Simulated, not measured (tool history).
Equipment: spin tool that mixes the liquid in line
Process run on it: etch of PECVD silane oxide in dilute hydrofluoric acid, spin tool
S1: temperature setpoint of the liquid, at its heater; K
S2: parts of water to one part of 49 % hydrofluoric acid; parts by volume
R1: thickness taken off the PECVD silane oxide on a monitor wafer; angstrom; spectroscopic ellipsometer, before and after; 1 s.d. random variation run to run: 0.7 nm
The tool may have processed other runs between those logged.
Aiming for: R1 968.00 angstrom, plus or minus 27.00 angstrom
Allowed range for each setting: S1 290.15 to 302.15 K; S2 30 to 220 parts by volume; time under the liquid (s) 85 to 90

run 1 hour=0.0 | S1=294.15 S2=125 time_under_the_liquid_(s)=85 | R1=302.19
run 2 hour=7.2 | S1=294.15 S2=100 time_under_the_liquid_(s)=85 | R1=386.61
run 3 hour=11.1 | S1=295.65 S2=85 time_under_the_liquid_(s)=85 | R1=496.42
run 4 hour=17.3 | S1=295.65 S2=120 time_under_the_liquid_(s)=85 | R1=340.98
run 5 hour=25.8 | S1=295.65 S2=75 time_under_the_liquid_(s)=85 | R1=567.95
run 6 hour=30.2 | S1=295.65 S2=75 time_under_the_liquid_(s)=85 | R1=569.20
run 7 hour=31.2 | S1=297.15 S2=70 time_under_the_liquid_(s)=85 | R1=656.43
run 8 hour=33.2 | S1=298.15 S2=70 time_under_the_liquid_(s)=85 | R1=684.66
run 9 hour=40.3 | S1=299.15 S2=65 time_under_the_liquid_(s)=85 | R1=761.33
run 10 hour=43.0 | S1=299.65 S2=65 time_under_the_liquid_(s)=85 | R1=787.04
run 11 hour=47.7 | S1=302.15 S2=50 time_under_the_liquid_(s)=85 | R1=1147.30
run 12 hour=52.3 | S1=299.65 S2=50 time_under_the_liquid_(s)=85 | R1=1035.50
run 13 hour=55.4 | S1=299.15 S2=50 time_under_the_liquid_(s)=85 | R1=1026.70
run 14 hour=64.1 | S1=298.65 S2=50 time_under_the_liquid_(s)=85 | R1=1001.30

Of the 4 settings listed for the next run, only one would bring every result within its allowed miss of target. Which one?
run A hour=72.8 | S1=298.15 S2=55 time_under_the_liquid_(s)=85 | R1=?
run B hour=72.8 | S1=298.15 S2=50 time_under_the_liquid_(s)=85 | R1=?
run C hour=72.8 | S1=301.15 S2=60 time_under_the_liquid_(s)=85 | R1=?
run D hour=72.8 | S1=299.15 S2=55 time_under_the_liquid_(s)=85 | R1=?

move=A R1=894.64
move=B R1=990.79
move=C R1=918.46
move=D R1=931.61
A: takes the result that was furthest off past its target
B: in spec on every target
C: takes the result that was furthest off past its target
D: takes the result that was furthest off past its target
The move that meets every target is B.
